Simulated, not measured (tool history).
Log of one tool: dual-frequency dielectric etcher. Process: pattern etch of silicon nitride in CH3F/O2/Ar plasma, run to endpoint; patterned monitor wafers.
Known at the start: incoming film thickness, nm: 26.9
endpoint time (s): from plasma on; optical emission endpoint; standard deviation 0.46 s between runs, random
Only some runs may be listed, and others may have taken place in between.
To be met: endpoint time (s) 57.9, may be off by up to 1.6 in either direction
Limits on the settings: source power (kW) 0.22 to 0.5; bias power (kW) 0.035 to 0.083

run	day	source power (kW)	bias power (kW)	endpoint time (s)
1	0	0.36	0.059	47.35
2	0.058	0.36	0.067	46.186
3	0.354	0.36	0.077	44.172
4	0.729	0.34	0.074	45.274
5	0.942	0.34	0.07	46.593
6	1.025	0.33	0.068	48.283
7	1.162	0.32	0.068	48.1
8	1.312	0.31	0.066	49.242
9	1.654	0.3	0.065	50.146
10	1.925	0.29	0.064	50.335

Which of these 4 next moves meets every target?
A	2.196	0.25	0.063	?
B	2.196	0.26	0.038	?
C	2.196	0.22	0.067	?
D	2.196	0.26	0.058	?

move	endpoint time (s)
A	54.075
B	59.151
C	55.779
D	54.334
A: moves toward the targets from the last run without getting all of them in spec
B: each result inside its tolerance
C: moves toward the targets from the last run without getting all of them in spec
D: moves toward the targets from the last run without getting all of them in spec
Go with B: it meets all targets.
